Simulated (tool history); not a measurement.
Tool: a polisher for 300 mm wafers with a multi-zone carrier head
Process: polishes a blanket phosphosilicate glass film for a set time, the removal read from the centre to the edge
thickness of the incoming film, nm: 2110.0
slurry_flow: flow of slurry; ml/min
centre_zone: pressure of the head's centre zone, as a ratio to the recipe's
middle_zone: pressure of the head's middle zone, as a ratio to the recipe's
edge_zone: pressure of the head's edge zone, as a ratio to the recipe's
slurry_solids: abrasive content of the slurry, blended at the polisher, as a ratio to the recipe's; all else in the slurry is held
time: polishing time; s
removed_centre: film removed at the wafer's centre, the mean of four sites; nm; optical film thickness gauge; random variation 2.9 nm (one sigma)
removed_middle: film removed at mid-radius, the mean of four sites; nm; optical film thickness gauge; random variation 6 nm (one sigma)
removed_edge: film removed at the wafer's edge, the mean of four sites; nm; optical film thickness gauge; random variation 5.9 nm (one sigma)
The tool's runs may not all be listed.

Run 1, hour 0: slurry_flow 185 ml/min, centre_zone 1, middle_zone 1, edge_zone 1, slurry_solids 1, time 60 s. Result: removed_centre 353.94 nm, removed_middle 311.33 nm, removed_edge 318.42 nm.
Run 2, hour 7.8: slurry_flow 185 ml/min, centre_zone 1, middle_zone 1, edge_zone 1.05, slurry_solids 1, time 60 s. Result: removed_centre 348.43 nm, removed_middle 324.21 nm, removed_edge 325.11 nm.
Run 3, hour 16: slurry_flow 185 ml/min, centre_zone 1.04, middle_zone 1, edge_zone 1.05, slurry_solids 1, time 60 s. Result: removed_centre 366.09 nm, removed_middle 312.94 nm, removed_edge 320.78 nm.
Run 4, hour 22.4: slurry_flow 160 ml/min, centre_zone 1.04, middle_zone 1, edge_zone 1.05, slurry_solids 1, time 60 s. Result: removed_centre 354.53 nm, removed_middle 305.18 nm, removed_edge 323.39 nm.
Run 5, hour 30.4: slurry_flow 160 ml/min, centre_zone 1.04, middle_zone 1.07, edge_zone 1.05, slurry_solids 1, time 60 s. Result: removed_centre 353.29 nm, removed_middle 328.12 nm, removed_edge 321.45 nm.
Run 6, hour 32: slurry_flow 160 ml/min, centre_zone 1.1, middle_zone 1.07, edge_zone 1.05, slurry_solids 1, time 60 s. Result: removed_centre 373.5 nm, removed_middle 322.52 nm, removed_edge 314.07 nm.
Run 7, hour 38.1: slurry_flow 160 ml/min, centre_zone 1.06, middle_zone 1.09, edge_zone 1.08, slurry_solids 1.05, time 60 s. Result: removed_centre 363.34 nm, removed_middle 335.33 nm, removed_edge 319.33 nm.
Run 8, hour 44.7: slurry_flow 150 ml/min, centre_zone 1.02, middle_zone 1.1, edge_zone 1.09, slurry_solids 1.15, time 61 s. Result: removed_centre 362.05 nm, removed_middle 356.72 nm, removed_edge 340.9 nm.
Run 9, hour 49.6: slurry_flow 145 ml/min, centre_zone 1, middle_zone 1.11, edge_zone 1.1, slurry_solids 1.25, time 61 s. Result: removed_centre 369.32 nm, removed_middle 364.05 nm, removed_edge 337.58 nm.
Run 10, hour 50.8: slurry_flow 140 ml/min, centre_zone 0.96, middle_zone 1.11, edge_zone 1.12, slurry_solids 1.3, time 63 s. Result: removed_centre 364.42 nm, removed_middle 377.22 nm, removed_edge 378.04 nm.
Run 11, hour 53.6: slurry_flow 145 ml/min, centre_zone 0.95, middle_zone 1.13, edge_zone 1.12, slurry_solids 1.3, time 63 s. Result: removed_centre 364.77 nm, removed_middle 389.46 nm, removed_edge 372.21 nm.
Run 12, hour 55.6: slurry_flow 145 ml/min, centre_zone 0.94, middle_zone 1.14, edge_zone 1.13, slurry_solids 1.3, time 63 s. Result: removed_centre 359.67 nm, removed_middle 385.36 nm, removed_edge 378.5 nm.
Run 13, hour 57.8: slurry_flow 145 ml/min, centre_zone 0.93, middle_zone 1.15, edge_zone 1.12, slurry_solids 1.35, time 63 s. Result: removed_centre 359.87 nm, removed_middle 388.42 nm, removed_edge 377.09 nm.
Run 14, hour 58.7: slurry_flow 145 ml/min, centre_zone 0.93, middle_zone 1.15, edge_zone 1.12, slurry_solids 1.35, time 63 s. Result: removed_centre 359.89 nm, removed_middle 399.32 nm, removed_edge 372.99 nm.

Forecast run 15:
Run 15, hour 62.3: slurry_flow 150 ml/min, centre_zone 0.93, middle_zone 1.16, edge_zone 1.13, slurry_solids 1.35, time 63 s. Result: removed_centre ?, removed_middle ?, removed_edge ?.

{"run 15": {"removed_centre": 359.27, "removed_middle": 399.9, "removed_edge": 367.1}}

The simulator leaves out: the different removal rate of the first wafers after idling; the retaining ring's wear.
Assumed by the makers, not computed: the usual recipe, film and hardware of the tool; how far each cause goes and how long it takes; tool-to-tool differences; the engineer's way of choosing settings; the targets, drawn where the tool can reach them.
